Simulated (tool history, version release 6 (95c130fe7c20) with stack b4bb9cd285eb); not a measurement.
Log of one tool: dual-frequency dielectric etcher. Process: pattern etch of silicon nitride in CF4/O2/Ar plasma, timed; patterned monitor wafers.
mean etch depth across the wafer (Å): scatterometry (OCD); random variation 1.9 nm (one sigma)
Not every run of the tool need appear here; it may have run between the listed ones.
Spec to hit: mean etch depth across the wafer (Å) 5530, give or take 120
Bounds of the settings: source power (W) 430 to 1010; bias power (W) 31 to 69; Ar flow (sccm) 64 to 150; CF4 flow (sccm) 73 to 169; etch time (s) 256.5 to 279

run    day  source power (W)  bias power (W)  Ar flow (sccm)  CF4 flow (sccm)  etch time (s)  mean etch depth across the wafer (Å)
  1      0               720              50             107              121            279                                7738.6
  2  0.196               660              50             107              121            279                                7071.9
  3  0.354               620              50             107              121            279                                6685.5
  4  0.717               590              50             107              121            279                                6361.3
  5  1.038               570              50             107              121            279                                  6189
  6   1.25               550              50             107              121            279                                5980.8
  7  1.621               540              50             107              121            279                                  5867
  8  1.942               530              50             107              121            279                                  5762
  9  2.112               520              50             107              121            279                                5678.2

Next run, 5 choices. One meets every target within its allowed miss, the rest don't. Which?
  A  2.283               540              51             143              134            266                                     ?
  B  2.283               610              39              93              158          261.5                                     ?
  C  2.283               470              57             115              113            279                                     ?
  D  2.283               450              56             120              141            279                                     ?
  E  2.283               540              45              97              129          256.5                                     ?

move  mean etch depth across the wafer (Å)
   A                                5556.9
   B                                5911.2
   C                                5338.7
   D                                  5197
   E                                5284.6
A: all results land within tolerance of their targets
B: moves away from the targets compared with the last run
C: takes the result that was furthest off past its target
D: takes the result that was furthest off past its target
E: takes the result that was furthest off past its target
The move that meets every target is A.
